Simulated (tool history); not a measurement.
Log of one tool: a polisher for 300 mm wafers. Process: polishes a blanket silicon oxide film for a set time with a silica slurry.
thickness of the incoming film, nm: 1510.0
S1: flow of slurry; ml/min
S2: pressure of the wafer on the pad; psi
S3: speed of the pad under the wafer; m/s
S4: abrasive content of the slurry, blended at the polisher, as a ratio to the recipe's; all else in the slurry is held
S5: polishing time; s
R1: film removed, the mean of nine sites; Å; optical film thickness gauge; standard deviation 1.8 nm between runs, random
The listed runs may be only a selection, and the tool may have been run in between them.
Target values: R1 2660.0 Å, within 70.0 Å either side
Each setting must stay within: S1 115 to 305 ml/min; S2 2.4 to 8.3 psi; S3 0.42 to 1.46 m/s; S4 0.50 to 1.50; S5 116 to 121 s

run  hour   S1   S2    S3    S4   S5      R1
  1   0.0  195  5.3  0.94  1.00  116  3774.1
  2   4.7  225  5.3  0.94  1.00  116  3808.4
  3   6.4  225  5.3  1.04  1.00  116  4122.0
  4  14.6  225  5.0  1.04  1.00  116  3891.8
  5  19.4  225  5.0  1.16  1.00  116  4178.5
  6  28.2  225  5.0  1.16  1.15  116  4379.2
  7  30.1  225  4.7  1.16  1.15  116  4172.6
  8  30.8  225  4.4  1.16  1.15  116  3856.6
  9  32.6  225  4.2  1.16  1.15  116  3699.4
 10  39.9  190  2.7  1.16  1.15  116  2522.4

4 next moves are on the table. One of them brings every result within its allowed miss. Which?
  A  47.2  245  2.9  0.94  1.05  121   ?
  B  47.2  165  3.1  1.02  1.20  121   ?
  C  47.2  200  3.2  1.18  1.10  116   ?
  D  47.2  200  2.6  1.20  1.15  117   ?

move      R1
   A  2379.2
   B  2667.3
   C  2881.8
   D  2494.7
A: further off than the last run
B: in spec on every target
C: moves the result that the last run missed by most past its target, out the other side
D: further off than the last run
The right move is B.
